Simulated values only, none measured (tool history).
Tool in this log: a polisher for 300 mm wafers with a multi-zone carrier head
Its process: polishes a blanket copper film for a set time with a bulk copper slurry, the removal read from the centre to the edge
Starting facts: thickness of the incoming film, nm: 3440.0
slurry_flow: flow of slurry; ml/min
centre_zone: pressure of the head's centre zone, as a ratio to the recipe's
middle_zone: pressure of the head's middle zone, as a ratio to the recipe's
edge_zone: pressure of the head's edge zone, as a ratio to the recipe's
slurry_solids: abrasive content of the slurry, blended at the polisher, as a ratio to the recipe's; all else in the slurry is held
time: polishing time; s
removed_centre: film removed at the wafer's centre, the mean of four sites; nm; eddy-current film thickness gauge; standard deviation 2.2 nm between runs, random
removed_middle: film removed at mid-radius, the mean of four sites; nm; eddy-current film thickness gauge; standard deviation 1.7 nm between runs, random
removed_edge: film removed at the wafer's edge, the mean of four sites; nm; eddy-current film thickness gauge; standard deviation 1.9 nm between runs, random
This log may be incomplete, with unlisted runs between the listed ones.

| run | hour | slurry_flow | centre_zone | middle_zone | edge_zone | slurry_solids | time | removed_centre | removed_middle | removed_edge |
|---|---|---|---|---|---|---|---|---|---|---|
| 1 | 0.0 | 180 | 1.00 | 1.00 | 1.00 | 1.00 | 51 | 364.27 | 357.66 | 358.87 |
| 2 | 8.1 | 175 | 0.98 | 1.00 | 0.97 | 0.90 | 48 | 323.86 | 323.50 | 332.16 |
| 3 | 9.0 | 200 | 0.98 | 1.00 | 0.97 | 0.90 | 48 | 331.04 | 332.16 | 332.26 |
| 4 | 17.4 | 215 | 0.97 | 1.01 | 0.95 | 0.80 | 45 | 303.55 | 304.12 | 300.88 |
| 5 | 20.6 | 225 | 0.95 | 1.02 | 0.93 | 0.75 | 43 | 278.95 | 293.70 | 278.24 |
| 6 | 23.9 | 225 | 0.99 | 1.02 | 0.93 | 0.75 | 43 | 292.71 | 294.58 | 280.90 |
| 7 | 27.4 | 230 | 0.97 | 1.01 | 0.91 | 0.70 | 42 | 274.77 | 277.69 | 273.30 |

Predict the results of run 8:
| 8 | 36.3 | 235 | 0.96 | 1.01 | 0.90 | 0.65 | 41 | ? | ? | ? |

{"run 8": {"removed_centre": 260.0, "removed_middle": 267.77, "removed_edge": 255.62}}
